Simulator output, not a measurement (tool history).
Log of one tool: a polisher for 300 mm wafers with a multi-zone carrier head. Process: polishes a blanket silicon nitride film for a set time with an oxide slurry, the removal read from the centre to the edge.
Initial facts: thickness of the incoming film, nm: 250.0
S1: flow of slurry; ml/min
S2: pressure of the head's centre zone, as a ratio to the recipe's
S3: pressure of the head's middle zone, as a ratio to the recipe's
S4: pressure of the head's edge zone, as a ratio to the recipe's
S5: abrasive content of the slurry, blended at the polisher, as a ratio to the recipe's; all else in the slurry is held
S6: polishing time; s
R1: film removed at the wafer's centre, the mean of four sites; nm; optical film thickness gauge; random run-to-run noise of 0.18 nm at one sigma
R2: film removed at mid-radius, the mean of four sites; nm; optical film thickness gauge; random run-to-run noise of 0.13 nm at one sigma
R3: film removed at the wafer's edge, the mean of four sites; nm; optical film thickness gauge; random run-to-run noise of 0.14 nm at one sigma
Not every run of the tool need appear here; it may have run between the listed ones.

run,day,S1,S2,S3,S4,S5,S6,R1,R2,R3
1,0.000,150,1.00,1.00,1.00,1.00,35,11.734,12.079,11.761
2,0.054,150,1.00,1.00,1.06,1.00,35,11.842,12.105,11.834
3,0.300,150,1.00,0.94,1.06,1.00,35,11.872,11.409,12.063
4,0.554,150,1.00,0.94,1.06,1.20,35,13.210,12.827,13.412
5,0.604,150,1.00,0.94,1.06,1.05,35,12.282,12.093,12.277
6,0.788,150,1.07,0.94,1.06,1.05,35,12.550,12.060,12.543
7,1.138,135,1.02,0.95,1.10,1.15,35,12.900,12.564,13.162

Run 8, settings as shown, results not yet in. Your forecast:
8,1.458,125,0.97,0.95,1.13,1.20,35,?,?,?

{"run 8": {"R1": 12.592, "R2": 12.781, "R3": 13.703}}
